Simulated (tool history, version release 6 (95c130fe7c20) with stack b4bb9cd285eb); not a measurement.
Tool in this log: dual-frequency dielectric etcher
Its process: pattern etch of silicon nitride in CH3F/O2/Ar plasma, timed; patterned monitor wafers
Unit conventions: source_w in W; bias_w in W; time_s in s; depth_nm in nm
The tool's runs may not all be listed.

Run 1, day 0.000: source_w 470 W, bias_w 73 W, time_s 64.5 s. Result: depth_nm 47.979 nm.
Run 2, day 0.304: source_w 540 W, bias_w 73 W, time_s 64.5 s. Result: depth_nm 51.932 nm.
Run 3, day 0.654: source_w 540 W, bias_w 66 W, time_s 64.5 s. Result: depth_nm 49.873 nm.
Run 4, day 1.000: source_w 470 W, bias_w 66 W, time_s 64.5 s. Result: depth_nm 45.866 nm.
Run 5, day 1.071: source_w 470 W, bias_w 73 W, time_s 64.5 s. Result: depth_nm 48.313 nm.
Run 6, day 1.112: source_w 510 W, bias_w 73 W, time_s 64.5 s. Result: depth_nm 50.545 nm.
Run 7, day 1.454: source_w 460 W, bias_w 71 W, time_s 64.5 s. Result: depth_nm 47.193 nm.
Run 8, day 1.550: source_w 460 W, bias_w 71 W, time_s 64.5 s. Result: depth_nm 46.813 nm.
Run 9, day 1.667: source_w 420 W, bias_w 70 W, time_s 64.5 s. Result: depth_nm 43.979 nm.
Run 10, day 1.721: source_w 400 W, bias_w 69 W, time_s 64.5 s. Result: depth_nm 42.423 nm.
Run 11, day 1.750: source_w 380 W, bias_w 69 W, time_s 64.5 s. Result: depth_nm 40.990 nm.
Run 12, day 1.825: source_w 320 W, bias_w 67 W, time_s 64.5 s. Result: depth_nm 35.584 nm.

Expected results for the next run?
Run 13, day 1.946: source_w 370 W, bias_w 68 W, time_s 64.5 s. Result: depth_nm ?.

Logged for run 13: depth_nm 39.730 nm.
